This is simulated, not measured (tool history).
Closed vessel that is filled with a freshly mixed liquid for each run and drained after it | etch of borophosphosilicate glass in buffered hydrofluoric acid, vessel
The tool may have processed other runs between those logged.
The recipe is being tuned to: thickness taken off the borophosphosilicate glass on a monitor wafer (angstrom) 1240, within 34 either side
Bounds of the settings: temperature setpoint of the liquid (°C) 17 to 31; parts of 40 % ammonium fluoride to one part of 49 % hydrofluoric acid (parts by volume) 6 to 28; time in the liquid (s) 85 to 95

run  hour  temperature setpoint of the liquid (°C)  parts of 40 % ammonium fluoride to one part of 49 % hydrofluoric acid (parts by volume)  time in the liquid (s)  thickness taken off the borophosphosilicate glass on a monitor wafer (angstrom)
  1     0                                       23                                                                                       17                      85                                                                           884.65
  2   1.8                                       23                                                                                       20                      85                                                                           744.96
  3   7.1                                       25                                                                                     19.5                      85                                                                           865.39
  4  11.3                                     26.5                                                                                     19.5                      85                                                                           924.68
  5    18                                       23                                                                                     19.5                      85                                                                           752.62
  6  26.8                                       25                                                                                     19.5                      85                                                                            852.6
  7  28.3                                       25                                                                                     19.5                      85                                                                           849.68
  8    30                                     26.5                                                                                       19                      85                                                                           943.23
  9  34.1                                     27.5                                                                                     18.5                      85                                                                           1024.3
 10  38.2                                     28.5                                                                                     18.5                      85                                                                           1088.9
 11  41.3                                       29                                                                                     18.5                      85                                                                           1109.5

Next run, 4 choices. One meets every target within its allowed miss, the rest don't. Which?
  A  44.4                                       28                                                                                     23.5                      95                                                                                ?
  B  44.4                                     29.5                                                                                       17                      85                                                                                ?
  C  44.4                                     28.5                                                                                     19.5                      90                                                                                ?
  D  44.4                                       30                                                                                     21.5                      85                                                                                ?

move  thickness taken off the borophosphosilicate glass on a monitor wafer (angstrom)
   A                                                                           985.47
   B                                                                           1251.5
   C                                                                           1098.1
   D                                                                           1041.6
A: moves away from the targets compared with the last run
B: in spec on every target
C: moves away from the targets compared with the last run
D: moves away from the targets compared with the last run
Move B is the one to make.
